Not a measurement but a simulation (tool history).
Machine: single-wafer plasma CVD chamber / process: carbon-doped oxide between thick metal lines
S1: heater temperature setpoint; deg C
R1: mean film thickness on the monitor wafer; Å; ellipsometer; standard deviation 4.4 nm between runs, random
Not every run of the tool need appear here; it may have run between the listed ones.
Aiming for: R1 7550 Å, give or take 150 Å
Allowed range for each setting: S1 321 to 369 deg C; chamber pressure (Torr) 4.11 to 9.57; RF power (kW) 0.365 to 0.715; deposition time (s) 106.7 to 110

Run 1, day 0: S1 345 deg C, chamber pressure (Torr) 6.84, RF power (kW) 0.54, deposition time (s) 106.7. Result: R1 6388.9 Å.
Run 2, day 0.167: S1 343 deg C, chamber pressure (Torr) 7, RF power (kW) 0.565, deposition time (s) 106.9. Result: R1 6680.1 Å.
Run 3, day 0.338: S1 343 deg C, chamber pressure (Torr) 7.96, RF power (kW) 0.565, deposition time (s) 106.9. Result: R1 6796.2 Å.
Run 4, day 0.596: S1 341 deg C, chamber pressure (Torr) 8.22, RF power (kW) 0.575, deposition time (s) 107. Result: R1 6826.8 Å.
At day 0.925: thermocouple changed; heater temperature recalibrated.
Run 5, day 0.925: S1 341 deg C, chamber pressure (Torr) 9.32, RF power (kW) 0.575, deposition time (s) 107. Result: R1 6838.7 Å.
Run 6, day 1.133: S1 341 deg C, chamber pressure (Torr) 8.21, RF power (kW) 0.575, deposition time (s) 107. Result: R1 6826.7 Å.
Run 7, day 1.229: S1 341 deg C, chamber pressure (Torr) 8.23, RF power (kW) 0.59, deposition time (s) 107.2. Result: R1 6923.6 Å.
Run 8, day 1.588: S1 340 deg C, chamber pressure (Torr) 8.26, RF power (kW) 0.605, deposition time (s) 107.4. Result: R1 7055.1 Å.
Run 9, day 1.754: S1 340 deg C, chamber pressure (Torr) 8.29, RF power (kW) 0.62, deposition time (s) 107.6. Result: R1 7259.5 Å.

4 candidate next runs follow, results not yet known. Just one meets every target within its allowed miss. Identify it.
Run A, day 1.921: S1 344 deg C, chamber pressure (Torr) 9.57, RF power (kW) 0.63, deposition time (s) 110. Result: R1 ?.
Run B, day 1.921: S1 343 deg C, chamber pressure (Torr) 6.98, RF power (kW) 0.645, deposition time (s) 106.7. Result: R1 ?.
Run C, day 1.921: S1 337 deg C, chamber pressure (Torr) 8.43, RF power (kW) 0.555, deposition time (s) 110. Result: R1 ?.
Run D, day 1.921: S1 339 deg C, chamber pressure (Torr) 8.43, RF power (kW) 0.585, deposition time (s) 110. Result: R1 ?.

move      R1
   A  7541.7
   B  7311.4
   C  6941.3
   D  7181.7
A: all results in spec
B: gains on the last run, yet a result remains outside its allowed miss
C: lands further from the targets than the last run did
D: lands further from the targets than the last run did
Answer: A
